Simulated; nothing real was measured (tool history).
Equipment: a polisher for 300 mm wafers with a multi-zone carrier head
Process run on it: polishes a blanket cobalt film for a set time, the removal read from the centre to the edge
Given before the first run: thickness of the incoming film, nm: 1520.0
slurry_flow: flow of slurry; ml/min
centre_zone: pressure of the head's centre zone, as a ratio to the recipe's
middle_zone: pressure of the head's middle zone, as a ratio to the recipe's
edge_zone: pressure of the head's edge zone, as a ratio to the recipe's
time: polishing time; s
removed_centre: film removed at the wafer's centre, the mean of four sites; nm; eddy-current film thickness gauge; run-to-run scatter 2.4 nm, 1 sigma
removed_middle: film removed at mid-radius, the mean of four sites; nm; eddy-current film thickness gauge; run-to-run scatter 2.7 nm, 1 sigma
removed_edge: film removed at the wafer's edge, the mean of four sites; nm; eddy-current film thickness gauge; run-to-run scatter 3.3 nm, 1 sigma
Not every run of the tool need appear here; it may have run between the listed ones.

run 1 hour=0 | slurry_flow=235 centre_zone=1 middle_zone=1 edge_zone=1 time=89 | removed_centre=322.49 removed_middle=328.67 removed_edge=323.69
run 2 hour=3.4 | slurry_flow=235 centre_zone=1 middle_zone=1.06 edge_zone=1 time=89 | removed_centre=322.44 removed_middle=338.86 removed_edge=330.23
run 3 hour=3.9 | slurry_flow=235 centre_zone=1 middle_zone=1.06 edge_zone=1.04 time=89 | removed_centre=323.64 removed_middle=342.95 removed_edge=328.31
run 4 hour=7.2 | slurry_flow=235 centre_zone=1.02 middle_zone=1.02 edge_zone=1.04 time=83 | removed_centre=306.2 removed_middle=312.69 removed_edge=301.01
run 5 hour=8.3 | slurry_flow=235 centre_zone=1.02 middle_zone=1.02 edge_zone=1.04 time=98 | removed_centre=365.63 removed_middle=361.42 removed_edge=359.97
run 6 hour=10.7 | slurry_flow=225 centre_zone=1.03 middle_zone=0.97 edge_zone=1.04 time=91 | removed_centre=333.83 removed_middle=319.68 removed_edge=332.68
run 7 hour=19.4 | slurry_flow=235 centre_zone=1.05 middle_zone=0.95 edge_zone=1.04 time=84 | removed_centre=316.1 removed_middle=294.35 removed_edge=309.54
run 8 hour=24 | slurry_flow=235 centre_zone=1.07 middle_zone=0.94 edge_zone=1.03 time=79 | removed_centre=301.69 removed_middle=273.81 removed_edge=292.69

Forecast run 9:
run 9 hour=32.2 | slurry_flow=235 centre_zone=1.09 middle_zone=0.94 edge_zone=1.02 time=75 | removed_centre=? removed_middle=? removed_edge=?

{"run 9": {"removed_centre": 288.69, "removed_middle": 253.77, "removed_edge": 270.97}}
